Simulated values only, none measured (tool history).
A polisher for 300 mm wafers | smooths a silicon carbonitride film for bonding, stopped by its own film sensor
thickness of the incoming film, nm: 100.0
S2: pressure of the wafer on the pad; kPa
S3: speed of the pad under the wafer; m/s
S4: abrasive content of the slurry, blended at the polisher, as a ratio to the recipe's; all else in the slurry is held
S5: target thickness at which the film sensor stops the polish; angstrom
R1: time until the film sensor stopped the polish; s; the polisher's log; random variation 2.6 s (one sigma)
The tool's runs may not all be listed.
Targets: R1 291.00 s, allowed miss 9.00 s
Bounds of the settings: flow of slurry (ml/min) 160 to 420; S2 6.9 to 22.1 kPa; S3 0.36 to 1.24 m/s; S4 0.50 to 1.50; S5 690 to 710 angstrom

{"run": 1, "hour": 0.0, "flow of slurry (ml/min)": 270, "S2": 14.5, "S3": 0.8, "S4": 1.0, "S5": 710, "R1": 148.11}
{"run": 2, "hour": 4.5, "flow of slurry (ml/min)": 270, "S2": 12.4, "S3": 0.76, "S4": 1.0, "S5": 710, "R1": 176.81}
{"run": 3, "hour": 11.7, "flow of slurry (ml/min)": 270, "S2": 12.4, "S3": 0.76, "S4": 1.0, "S5": 710, "R1": 178.8}
{"run": 4, "hour": 19.9, "flow of slurry (ml/min)": 235, "S2": 12.4, "S3": 0.76, "S4": 1.0, "S5": 710, "R1": 179.25}
{"run": 5, "hour": 22.3, "flow of slurry (ml/min)": 190, "S2": 12.4, "S3": 0.76, "S4": 1.0, "S5": 710, "R1": 184.39}
{"run": 6, "hour": 28.6, "flow of slurry (ml/min)": 190, "S2": 11.0, "S3": 0.74, "S4": 1.0, "S5": 710, "R1": 213.65}
{"run": 7, "hour": 30.8, "flow of slurry (ml/min)": 185, "S2": 9.7, "S3": 0.74, "S4": 1.0, "S5": 710, "R1": 241.29}
{"run": 8, "hour": 35.5, "flow of slurry (ml/min)": 185, "S2": 9.0, "S3": 0.74, "S4": 1.0, "S5": 710, "R1": 261.9}
{"run": 9, "hour": 43.8, "flow of slurry (ml/min)": 185, "S2": 8.3, "S3": 0.74, "S4": 1.0, "S5": 710, "R1": 279.87}
{"run": 10, "hour": 45.3, "flow of slurry (ml/min)": 185, "S2": 7.6, "S3": 0.74, "S4": 1.0, "S5": 710, "R1": 305.39}
{"run": 11, "hour": 51.1, "flow of slurry (ml/min)": 185, "S2": 8.3, "S3": 0.74, "S4": 1.0, "S5": 710, "R1": 277.32}
{"run": 12, "hour": 55.3, "flow of slurry (ml/min)": 185, "S2": 8.3, "S3": 0.74, "S4": 1.0, "S5": 710, "R1": 279.19}
{"run": 13, "hour": 62.4, "flow of slurry (ml/min)": 185, "S2": 7.6, "S3": 0.74, "S4": 1.0, "S5": 710, "R1": 308.02}
{"run": 14, "hour": 69.2, "flow of slurry (ml/min)": 185, "S2": 8.3, "S3": 0.74, "S4": 1.0, "S5": 710, "R1": 280.7}
{"run": 15, "hour": 76.1, "flow of slurry (ml/min)": 185, "S2": 7.6, "S3": 0.74, "S4": 1.0, "S5": 710, "R1": 303.5}
{"run": 16, "hour": 83.4, "flow of slurry (ml/min)": 190, "S2": 8.3, "S3": 0.74, "S4": 1.0, "S5": 710, "R1": 274.72}
{"run": 17, "hour": 87.9, "flow of slurry (ml/min)": 185, "S2": 7.6, "S3": 0.74, "S4": 1.0, "S5": 710, "R1": 310.32}
{"run": 18, "hour": 96.5, "flow of slurry (ml/min)": 185, "S2": 7.6, "S3": 0.74, "S4": 1.0, "S5": 710, "R1": 309.87}
{"run": 19, "hour": 100.1, "flow of slurry (ml/min)": 185, "S2": 8.3, "S3": 0.74, "S4": 1.0, "S5": 710, "R1": 279.64}
{"run": 20, "hour": 103.4, "flow of slurry (ml/min)": 185, "S2": 7.6, "S3": 0.74, "S4": 1.0, "S5": 710, "R1": 306.63}

5 next moves are on the table. One of them brings every result within its allowed miss. Which?
{"run": "A", "hour": 106.7, "flow of slurry (ml/min)": 230, "S2": 7.6, "S3": 0.74, "S4": 1.05, "S5": 710, "R1": "?"}
{"run": "B", "hour": 106.7, "flow of slurry (ml/min)": 185, "S2": 7.6, "S3": 0.72, "S4": 1.1, "S5": 700, "R1": "?"}
{"run": "C", "hour": 106.7, "flow of slurry (ml/min)": 285, "S2": 7.6, "S3": 0.64, "S4": 0.95, "S5": 710, "R1": "?"}
{"run": "D", "hour": 106.7, "flow of slurry (ml/min)": 205, "S2": 6.9, "S3": 0.84, "S4": 0.85, "S5": 710, "R1": "?"}
{"run": "E", "hour": 106.7, "flow of slurry (ml/min)": 165, "S2": 9.7, "S3": 0.58, "S4": 0.95, "S5": 690, "R1": "?"}

move=A R1=288.49
move=B R1=309.20
move=C R1=325.22
move=D R1=316.55
move=E R1=321.07
A: meets every target
B: further off than the last run
C: further off than the last run
D: further off than the last run
E: further off than the last run
Answer: A

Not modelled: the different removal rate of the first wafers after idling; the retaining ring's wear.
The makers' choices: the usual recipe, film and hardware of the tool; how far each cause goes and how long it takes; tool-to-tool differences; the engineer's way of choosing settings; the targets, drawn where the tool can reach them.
